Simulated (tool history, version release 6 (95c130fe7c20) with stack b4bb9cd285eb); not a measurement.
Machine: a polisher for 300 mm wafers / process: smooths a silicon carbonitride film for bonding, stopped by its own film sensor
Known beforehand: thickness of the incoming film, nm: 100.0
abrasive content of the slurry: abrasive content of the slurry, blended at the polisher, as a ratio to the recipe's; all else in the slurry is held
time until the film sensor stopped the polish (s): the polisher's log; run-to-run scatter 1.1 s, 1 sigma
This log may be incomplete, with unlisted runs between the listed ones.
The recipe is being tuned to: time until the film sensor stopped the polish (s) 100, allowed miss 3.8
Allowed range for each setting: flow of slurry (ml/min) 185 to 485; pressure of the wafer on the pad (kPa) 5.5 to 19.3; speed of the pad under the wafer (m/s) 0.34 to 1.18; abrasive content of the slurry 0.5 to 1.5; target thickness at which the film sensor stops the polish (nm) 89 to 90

run,hour,flow of slurry (ml/min),pressure of the wafer on the pad (kPa),speed of the pad under the wafer (m/s),abrasive content of the slurry,target thickness at which the film sensor stops the polish (nm),time until the film sensor stopped the polish (s)
1,0,310,12.4,0.76,1,89,76.128
2,5,310,12.4,0.76,1.1,89,73.601
3,5.9,310,11.7,0.76,1.1,89,77.379
4,8.5,310,9.7,0.76,1.1,89,90.196
5,9.4,310,11,0.76,1.1,89,80.86
6,14.8,310,9.7,0.76,1.1,89,88.227
7,22.7,310,9.7,0.76,1.1,89,90.435
8,26.4,310,9,0.76,1.1,89,95.5

Next run, 4 choices. One meets every target within its allowed miss, the rest don't. Which?
A,30.1,205,9.7,0.76,0.8,90,?
B,30.1,310,9,0.66,1.15,90,?
C,30.1,365,9.7,0.8,0.95,89,?
D,30.1,290,7.6,0.9,1.2,90,?

move,time until the film sensor stopped the polish (s)
A,101.22
B,93.348
C,90.818
D,86.702
A: each result inside its tolerance
B: lands further from the targets than the last run did
C: lands further from the targets than the last run did
D: lands further from the targets than the last run did
Move A is the one to make.

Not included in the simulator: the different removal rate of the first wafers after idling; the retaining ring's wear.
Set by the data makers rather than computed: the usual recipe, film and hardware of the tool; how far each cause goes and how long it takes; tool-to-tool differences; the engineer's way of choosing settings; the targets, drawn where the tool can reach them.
